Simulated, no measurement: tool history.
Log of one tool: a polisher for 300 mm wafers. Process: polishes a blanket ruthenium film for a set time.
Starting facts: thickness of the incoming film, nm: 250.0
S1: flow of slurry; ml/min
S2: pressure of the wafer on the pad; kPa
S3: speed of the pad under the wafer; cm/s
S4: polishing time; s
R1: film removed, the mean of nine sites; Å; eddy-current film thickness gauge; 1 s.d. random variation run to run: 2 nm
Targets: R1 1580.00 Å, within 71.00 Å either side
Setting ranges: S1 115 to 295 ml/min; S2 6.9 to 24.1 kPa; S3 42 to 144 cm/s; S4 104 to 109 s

Run 1, hour 0.0: S1 190 ml/min, S2 15.2 kPa, S3 92 cm/s, S4 104 s. Result: R1 1011.00 Å.
Run 2, hour 8.4: S1 190 ml/min, S2 11.7 kPa, S3 92 cm/s, S4 104 s. Result: R1 788.46 Å.
Run 3, hour 10.4: S1 190 ml/min, S2 11.7 kPa, S3 92 cm/s, S4 104 s. Result: R1 803.65 Å.
Run 4, hour 14.0: S1 170 ml/min, S2 11.7 kPa, S3 92 cm/s, S4 104 s. Result: R1 788.81 Å.
Run 5, hour 22.6: S1 170 ml/min, S2 13.8 kPa, S3 92 cm/s, S4 104 s. Result: R1 933.77 Å.
Run 6, hour 29.4: S1 170 ml/min, S2 13.8 kPa, S3 92 cm/s, S4 104 s. Result: R1 911.74 Å.
Run 7, hour 32.3: S1 170 ml/min, S2 15.9 kPa, S3 92 cm/s, S4 104 s. Result: R1 1033.80 Å.
Run 8, hour 40.9: S1 170 ml/min, S2 17.2 kPa, S3 92 cm/s, S4 104 s. Result: R1 1153.90 Å.
Run 9, hour 44.2: S1 170 ml/min, S2 18.6 kPa, S3 92 cm/s, S4 104 s. Result: R1 1232.60 Å.
Run 10, hour 47.1: S1 170 ml/min, S2 19.3 kPa, S3 92 cm/s, S4 104 s. Result: R1 1276.90 Å.

Which one of the following 5 next-run settings gets every result inside its allowed miss? There is exactly one.
Run A, hour 50.0: S1 220 ml/min, S2 22.8 kPa, S3 104 cm/s, S4 105 s. Result: R1 ?.
Run B, hour 50.0: S1 180 ml/min, S2 17.2 kPa, S3 90 cm/s, S4 106 s. Result: R1 ?.
Run C, hour 50.0: S1 155 ml/min, S2 18.6 kPa, S3 112 cm/s, S4 109 s. Result: R1 ?.
Run D, hour 50.0: S1 195 ml/min, S2 20.0 kPa, S3 90 cm/s, S4 109 s. Result: R1 ?.
Run E, hour 50.0: S1 165 ml/min, S2 22.1 kPa, S3 104 cm/s, S4 109 s. Result: R1 ?.

move       R1
   A  1763.00
   B  1158.90
   C  1567.80
   D  1387.10
   E  1731.80
A: pushes the last run's worst result past its target
B: moves away from the targets compared with the last run
C: all results in spec
D: nearer than the last run, and not there yet
E: pushes the last run's worst result past its target
The move that meets every target is C.
